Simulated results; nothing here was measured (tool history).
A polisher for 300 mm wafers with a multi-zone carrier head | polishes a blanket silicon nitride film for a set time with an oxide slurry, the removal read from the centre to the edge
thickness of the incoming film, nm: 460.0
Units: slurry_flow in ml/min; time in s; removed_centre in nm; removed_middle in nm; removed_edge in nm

run 1 day=0 | slurry_flow=135 centre_zone=1 middle_zone=1 edge_zone=1 slurry_solids=1 time=68 | removed_centre=73.589 removed_middle=73.149 removed_edge=72.645
run 2 day=0.246 | slurry_flow=150 centre_zone=1.06 middle_zone=1.04 edge_zone=1.01 slurry_solids=1.15 time=70 | removed_centre=89.986 removed_middle=81.988 removed_edge=82.902
run 3 day=0.308 | slurry_flow=150 centre_zone=1.06 middle_zone=1.04 edge_zone=0.95 slurry_solids=1.15 time=70 | removed_centre=88.379 removed_middle=85.06 removed_edge=80.432
run 4 day=0.488 | slurry_flow=160 centre_zone=1.09 middle_zone=1.07 edge_zone=0.94 slurry_solids=1.25 time=72 | removed_centre=98.235 removed_middle=92.167 removed_edge=84.7
run 5 day=0.6 | slurry_flow=165 centre_zone=1.11 middle_zone=1.1 edge_zone=0.94 slurry_solids=1.35 time=75 | removed_centre=109.51 removed_middle=102.35 removed_edge=92.403
run 6 day=0.654 | slurry_flow=170 centre_zone=1.13 middle_zone=1.12 edge_zone=0.95 slurry_solids=1.4 time=76 | removed_centre=114 removed_middle=107.44 removed_edge=96.697

The next listed run, before its measurement:
run 7 day=1.017 | slurry_flow=175 centre_zone=1.15 middle_zone=1.13 edge_zone=0.95 slurry_solids=1.45 time=77 | removed_centre=? removed_middle=? removed_edge=?

Run 7 gave removed_centre 119.11 nm, removed_middle 111.13 nm, removed_edge 97.636 nm.
